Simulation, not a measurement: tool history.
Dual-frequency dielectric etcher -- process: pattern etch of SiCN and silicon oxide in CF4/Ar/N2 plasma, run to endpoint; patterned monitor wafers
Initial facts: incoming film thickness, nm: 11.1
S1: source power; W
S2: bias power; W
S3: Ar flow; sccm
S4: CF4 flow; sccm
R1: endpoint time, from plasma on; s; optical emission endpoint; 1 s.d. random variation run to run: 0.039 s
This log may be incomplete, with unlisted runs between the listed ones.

run  hour   S1  S2  S3  S4      R1
  1   0.0  490  67  97  64  12.399
  2   6.3  490  67  97  69  12.277
  3   7.9  520  67  97  69  11.596
  4  12.4  470  67  97  69  12.911
  5  19.8  470  62  97  69  12.984
  6  28.3  470  62  97  75  12.807
  7  36.8  500  62  97  75  12.116
  8  38.6  520  62  97  75  11.654
  9  42.9  540  62  97  75  11.253

Run 10 has not been measured yet. What should we expect?
 10  43.8  640  63  97  75   ?

Run 10 measured R1 9.490 s.

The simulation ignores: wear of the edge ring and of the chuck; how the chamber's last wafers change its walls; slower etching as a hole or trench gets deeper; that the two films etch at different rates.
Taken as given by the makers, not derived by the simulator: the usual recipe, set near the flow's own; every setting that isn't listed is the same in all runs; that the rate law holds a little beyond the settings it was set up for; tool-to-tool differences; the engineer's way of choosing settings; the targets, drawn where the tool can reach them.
